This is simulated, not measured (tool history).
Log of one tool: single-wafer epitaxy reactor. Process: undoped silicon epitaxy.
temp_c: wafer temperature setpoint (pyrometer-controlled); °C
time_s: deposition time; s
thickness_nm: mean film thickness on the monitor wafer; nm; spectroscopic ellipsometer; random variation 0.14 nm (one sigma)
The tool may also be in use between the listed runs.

run	hour	temp_c	time_s	thickness_nm
1	0	630	248	28.346
2	4.7	637	248	34.054
3	6.9	638	248	34.858
4	7.6	629	248	27.682
5	13.6	629	273	30.518
6	20.6	629	250	27.769
7	23.1	629	250	27.692
8	25.4	632	250	30.006
9	33.2	634	250	31.674

Forecast run 10:
10	34.1	635	250	?

Run 10 gave thickness_nm 32.411 nm.
